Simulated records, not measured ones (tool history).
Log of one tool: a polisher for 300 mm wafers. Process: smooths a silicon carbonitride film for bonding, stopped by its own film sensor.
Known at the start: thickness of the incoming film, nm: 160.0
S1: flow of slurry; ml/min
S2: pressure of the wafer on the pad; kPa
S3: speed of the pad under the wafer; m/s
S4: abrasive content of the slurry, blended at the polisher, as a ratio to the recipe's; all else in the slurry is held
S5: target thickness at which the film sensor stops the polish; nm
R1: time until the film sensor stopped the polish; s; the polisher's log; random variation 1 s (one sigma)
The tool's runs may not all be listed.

{"run": 1, "hour": 0.0, "S1": 295, "S2": 9, "S3": 1.06, "S4": 1, "S5": 142, "R1": 89.178}
{"run": 2, "hour": 2.2, "S1": 295, "S2": 9, "S3": 0.8, "S4": 1, "S5": 142, "R1": 103.96}
{"run": 3, "hour": 3.7, "S1": 295, "S2": 9, "S3": 0.8, "S4": 1, "S5": 142, "R1": 103.25}
{"run": 4, "hour": 10.7, "S1": 295, "S2": 8.3, "S3": 0.8, "S4": 1, "S5": 142, "R1": 115.63}
{"run": 5, "hour": 16.7, "S1": 295, "S2": 8.3, "S3": 0.8, "S4": 1.2, "S5": 142, "R1": 109.18}
{"run": 6, "hour": 24.0, "S1": 295, "S2": 9.7, "S3": 0.82, "S4": 1.2, "S5": 142, "R1": 90.006}
{"run": 7, "hour": 30.5, "S1": 295, "S2": 10.3, "S3": 0.84, "S4": 1.2, "S5": 142, "R1": 80.434}
{"run": 8, "hour": 38.5, "S1": 295, "S2": 11, "S3": 0.86, "S4": 1.2, "S5": 142, "R1": 74.469}

Run 9 comes next. What will it give?
{"run": 9, "hour": 47.2, "S1": 295, "S2": 11.7, "S3": 0.88, "S4": 1.2, "S5": 142, "R1": "?"}

Run 9 gave R1 71.068 s.
